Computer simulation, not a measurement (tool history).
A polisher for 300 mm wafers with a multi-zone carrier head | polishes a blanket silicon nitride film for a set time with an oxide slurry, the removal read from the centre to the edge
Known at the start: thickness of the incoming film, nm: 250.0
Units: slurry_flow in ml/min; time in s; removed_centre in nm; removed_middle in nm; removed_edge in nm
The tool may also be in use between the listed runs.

run,hour,slurry_flow,centre_zone,middle_zone,edge_zone,slurry_solids,time,removed_centre,removed_middle,removed_edge
1,0,295,1,1,1,1,72,36.879,38.157,36.645
2,6.1,295,1,1,1,1,64,33.24,33.01,32.967
3,11,295,1.04,1,1,1,64,33.478,32.993,32.811
4,16.4,285,0.99,0.99,1.01,0.9,64,30.235,31.263,30.532
5,17.1,355,0.99,0.99,1.01,0.9,64,30.592,30.858,31.592
# hour 22.1: worn pad replaced by a new one
6,22.1,355,0.96,0.98,1,0.85,64,32.407,34.001,34.184
7,24,330,0.97,1,1.05,0.85,64,33.03,33.967,34.38
8,32.6,315,0.95,0.95,1.01,0.85,64,31.863,31.48,33.607
9,36.7,330,0.93,0.94,0.97,0.75,63,27.878,27.988,29.937

The next listed run, before its measurement:
10,42.4,325,0.92,0.95,0.96,0.75,63,?,?,?

removed_centre: 27.993 nm
removed_middle: 29.447 nm
removed_edge: 29.496 nm
